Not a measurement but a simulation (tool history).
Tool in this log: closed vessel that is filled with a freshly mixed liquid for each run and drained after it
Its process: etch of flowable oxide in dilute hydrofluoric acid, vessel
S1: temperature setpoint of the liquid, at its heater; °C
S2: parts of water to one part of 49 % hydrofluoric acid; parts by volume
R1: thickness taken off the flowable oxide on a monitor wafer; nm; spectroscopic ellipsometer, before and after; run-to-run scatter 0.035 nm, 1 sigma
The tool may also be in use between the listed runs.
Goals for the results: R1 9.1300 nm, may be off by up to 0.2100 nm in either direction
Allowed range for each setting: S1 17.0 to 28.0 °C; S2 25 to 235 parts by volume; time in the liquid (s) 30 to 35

Run 1, day 0.000: S1 20.0 °C, S2 130 parts by volume, time in the liquid (s) 35. Result: R1 7.9617 nm.
Run 2, day 0.329: S1 21.0 °C, S2 130 parts by volume, time in the liquid (s) 35. Result: R1 8.3782 nm.
Run 3, day 0.379: S1 18.0 °C, S2 130 parts by volume, time in the liquid (s) 35. Result: R1 7.3985 nm.
Run 4, day 0.621: S1 19.5 °C, S2 130 parts by volume, time in the liquid (s) 35. Result: R1 7.8514 nm.
Run 5, day 0.962: S1 19.5 °C, S2 105 parts by volume, time in the liquid (s) 35. Result: R1 9.9523 nm.
Run 6, day 1.192: S1 19.5 °C, S2 105 parts by volume, time in the liquid (s) 35. Result: R1 9.9603 nm.
Run 7, day 1.317: S1 19.0 °C, S2 105 parts by volume, time in the liquid (s) 35. Result: R1 9.7984 nm.
Run 8, day 1.346: S1 18.5 °C, S2 105 parts by volume, time in the liquid (s) 35. Result: R1 9.5768 nm.
Run 9, day 1.562: S1 18.0 °C, S2 105 parts by volume, time in the liquid (s) 35. Result: R1 9.3035 nm.

4 next moves are on the table. One of them brings every result within its allowed miss. Which?
Run A, day 1.779: S1 22.0 °C, S2 125 parts by volume, time in the liquid (s) 35. Result: R1 ?.
Run B, day 1.779: S1 20.0 °C, S2 120 parts by volume, time in the liquid (s) 35. Result: R1 ?.
Run C, day 1.779: S1 17.0 °C, S2 85 parts by volume, time in the liquid (s) 30. Result: R1 ?.
Run D, day 1.779: S1 17.5 °C, S2 100 parts by volume, time in the liquid (s) 35. Result: R1 ?.

move      R1
   A  9.1200
   B  8.8164
   C  9.7785
   D  9.7483
A: each result inside its tolerance
B: pushes the last run's worst result past its target
C: misses by more than the last run did
D: misses by more than the last run did
Move A is the one to make.
